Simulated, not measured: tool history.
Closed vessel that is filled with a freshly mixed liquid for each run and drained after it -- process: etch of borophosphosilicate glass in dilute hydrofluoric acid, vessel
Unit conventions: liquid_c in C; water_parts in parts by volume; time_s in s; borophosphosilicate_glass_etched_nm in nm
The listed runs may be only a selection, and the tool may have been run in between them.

run  hour  liquid_c  water_parts  time_s  borophosphosilicate_glass_etched_nm
  1   0.0      20.0           75      85                               41.652
  2   3.6      20.0           95      85                               32.462
  3   8.1      20.0           95      90                               34.422
  4  13.1      20.0           75      90                               44.492
  5  21.5      20.0           50      90                               68.327
  6  25.3      20.0           35      90                              100.200
  7  31.5      19.0           55      90                               59.450
  8  33.4      18.5           65      90                               48.351
  9  38.7      18.0           75      90                               40.825

Run 10, settings as shown, results not yet in. Your forecast:
 10  44.0      17.5           85      90                                    ?

{"run 10": {"borophosphosilicate_glass_etched_nm": 34.767}}
